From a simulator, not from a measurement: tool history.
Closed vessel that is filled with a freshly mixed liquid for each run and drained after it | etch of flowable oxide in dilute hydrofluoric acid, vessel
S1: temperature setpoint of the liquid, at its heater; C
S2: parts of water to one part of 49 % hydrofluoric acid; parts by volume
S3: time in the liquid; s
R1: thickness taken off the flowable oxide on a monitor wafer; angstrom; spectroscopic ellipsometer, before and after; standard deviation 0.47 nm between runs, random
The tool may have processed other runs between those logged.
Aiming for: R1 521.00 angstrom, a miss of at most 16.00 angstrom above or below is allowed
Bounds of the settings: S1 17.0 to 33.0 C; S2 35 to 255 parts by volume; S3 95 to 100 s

run,hour,S1,S2,S3,R1
1,0.0,25.0,145,95,202.98
2,7.6,25.0,145,100,210.46
3,14.1,25.0,145,100,206.17
4,18.9,26.5,125,100,263.73
5,26.9,26.5,95,100,367.64
6,34.4,26.5,95,95,339.25
7,42.4,28.0,90,95,384.12
8,50.6,29.0,90,95,398.20
9,58.0,30.0,90,95,411.63
10,62.4,30.5,85,95,455.53
11,68.4,31.0,85,95,462.31
12,71.4,31.5,85,95,469.74
13,76.6,32.0,85,95,472.21

Consider the 5 candidate settings below. Which is the only one whose results all fall within their allowed miss of target?
A,81.8,32.5,80,100,?
B,81.8,31.0,75,100,?
C,81.8,33.0,80,100,?
D,81.8,30.5,75,95,?
E,81.8,32.5,100,100,?

move,R1
A,548.79
B,557.46
C,559.11
D,519.60
E,425.86
A: moves the result that the last run missed by most past its target, out the other side
B: moves the result that the last run missed by most past its target, out the other side
C: moves the result that the last run missed by most past its target, out the other side
D: all results in spec
E: the biggest miss grows against the last run
D is the move that brings every result within its allowed miss.
